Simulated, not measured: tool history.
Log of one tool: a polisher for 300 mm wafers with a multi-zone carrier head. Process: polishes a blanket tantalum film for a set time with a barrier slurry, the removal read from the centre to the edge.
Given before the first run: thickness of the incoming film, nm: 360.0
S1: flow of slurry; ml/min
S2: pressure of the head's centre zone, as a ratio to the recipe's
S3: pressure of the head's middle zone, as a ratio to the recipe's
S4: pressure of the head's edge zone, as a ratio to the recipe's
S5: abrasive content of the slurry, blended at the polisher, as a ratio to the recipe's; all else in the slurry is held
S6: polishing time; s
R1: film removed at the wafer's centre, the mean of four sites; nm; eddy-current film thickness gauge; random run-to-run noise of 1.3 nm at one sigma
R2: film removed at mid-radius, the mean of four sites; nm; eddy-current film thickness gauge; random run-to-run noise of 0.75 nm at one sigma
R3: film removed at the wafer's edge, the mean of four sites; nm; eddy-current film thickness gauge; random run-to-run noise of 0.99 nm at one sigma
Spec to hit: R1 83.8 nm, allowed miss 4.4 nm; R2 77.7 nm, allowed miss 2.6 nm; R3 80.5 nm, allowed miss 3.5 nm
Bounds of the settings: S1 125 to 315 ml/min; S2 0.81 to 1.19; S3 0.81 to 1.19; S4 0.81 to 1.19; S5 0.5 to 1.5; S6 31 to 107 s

{"run": 1, "day": 0.0, "S1": 205, "S2": 1, "S3": 1, "S4": 1, "S5": 1, "S6": 69, "R1": 101.22, "R2": 99.547, "R3": 100.79}
{"run": 2, "day": 0.204, "S1": 205, "S2": 1, "S3": 1, "S4": 1, "S5": 0.85, "S6": 69, "R1": 93.317, "R2": 91.991, "R3": 95.386}
{"run": 3, "day": 0.446, "S1": 205, "S2": 1, "S3": 1, "S4": 1, "S5": 0.85, "S6": 62, "R1": 87.387, "R2": 82.424, "R3": 82.821}
{"run": 4, "day": 0.796, "S1": 200, "S2": 1, "S3": 0.99, "S4": 1, "S5": 0.85, "S6": 62, "R1": 86.68, "R2": 80.664, "R3": 83.371}
{"run": 5, "day": 0.817, "S1": 195, "S2": 1, "S3": 0.99, "S4": 0.99, "S5": 0.85, "S6": 62, "R1": 82.26, "R2": 80.952, "R3": 84.382}
{"run": 6, "day": 1.179, "S1": 195, "S2": 1, "S3": 0.99, "S4": 0.99, "S5": 1, "S6": 62, "R1": 93.019, "R2": 89.602, "R3": 87.706}
{"run": 7, "day": 1.254, "S1": 195, "S2": 1, "S3": 0.97, "S4": 0.98, "S5": 1, "S6": 62, "R1": 88.891, "R2": 86.683, "R3": 90.475}
{"run": 8, "day": 1.321, "S1": 195, "S2": 1.01, "S3": 0.97, "S4": 0.98, "S5": 0.95, "S6": 62, "R1": 88.968, "R2": 84.574, "R3": 89.709}
{"run": 9, "day": 1.538, "S1": 200, "S2": 1.01, "S3": 0.98, "S4": 0.99, "S5": 0.9, "S6": 62, "R1": 88.765, "R2": 83.606, "R3": 84.244}

5 next moves are on the table. One of them brings every result within its allowed miss. Which?
{"run": "A", "day": 1.754, "S1": 185, "S2": 1.01, "S3": 0.95, "S4": 0.99, "S5": 0.8, "S6": 63, "R1": "?", "R2": "?", "R3": "?"}
{"run": "B", "day": 1.754, "S1": 250, "S2": 0.95, "S3": 1, "S4": 0.96, "S5": 1.1, "S6": 54, "R1": "?", "R2": "?", "R3": "?"}
{"run": "C", "day": 1.754, "S1": 220, "S2": 1.07, "S3": 1.01, "S4": 0.92, "S5": 1.1, "S6": 55, "R1": "?", "R2": "?", "R3": "?"}
{"run": "D", "day": 1.754, "S1": 250, "S2": 1.05, "S3": 1.14, "S4": 0.99, "S5": 1.05, "S6": 55, "R1": "?", "R2": "?", "R3": "?"}
{"run": "E", "day": 1.754, "S1": 215, "S2": 0.98, "S3": 0.96, "S4": 0.98, "S5": 0.85, "S6": 67, "R1": "?", "R2": "?", "R3": "?"}

move=A R1=82.708 R2=77.226 R3=80.41
move=B R1=81.554 R2=83.174 R3=81.163
move=C R1=90.48 R2=84.198 R3=80.2
move=D R1=88.875 R2=92.465 R3=82.26
move=E R1=90.662 R2=87.377 R3=89.361
A: every result within its allowed miss
B: closer than the last run, but not yet in spec
C: lands further from the targets than the last run did
D: lands further from the targets than the last run did
E: lands further from the targets than the last run did
A is the move that brings every result within its allowed miss.
